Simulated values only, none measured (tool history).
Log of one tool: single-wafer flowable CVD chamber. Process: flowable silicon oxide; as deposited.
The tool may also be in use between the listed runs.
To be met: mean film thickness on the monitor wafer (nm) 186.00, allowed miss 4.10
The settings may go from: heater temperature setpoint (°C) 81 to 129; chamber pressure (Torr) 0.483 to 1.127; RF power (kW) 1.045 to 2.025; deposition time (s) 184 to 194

run    day  heater temperature setpoint (°C)  chamber pressure (Torr)  RF power (kW)  deposition time (s)  mean film thickness on the monitor wafer (nm)
  1  0.000                               105                    0.805          1.535                  194                                          99.10
  2  0.304                               102                    0.806          1.535                  194                                         109.88
  3  0.333                               102                    0.806          1.535                  184                                         104.15
  4  0.525                                99                    0.807          1.535                  184                                         116.32
  5  0.783                                97                    0.807          1.535                  184                                         123.96
  6  0.971                                95                    0.807          1.535                  184                                         133.34
  7  1.229                                83                    0.809          1.535                  184                                         196.66
  8  1.400                                84                    0.809          1.535                  184                                         189.97

Which of these 4 next moves meets every target?
  A  1.571                                89                    0.908          1.560                  194                                              ?
  B  1.571                                92                    0.982          1.770                  194                                              ?
  C  1.571                                81                    0.729          1.725                  184                                              ?
  D  1.571                                87                    0.820          1.680                  190                                              ?

move  mean film thickness on the monitor wafer (nm)
   A                                         192.89
   B                                         194.19
   C                                         194.16
   D                                         185.11
A: further off than the last run
B: further off than the last run
C: further off than the last run
D: meets every target
The right move is D.
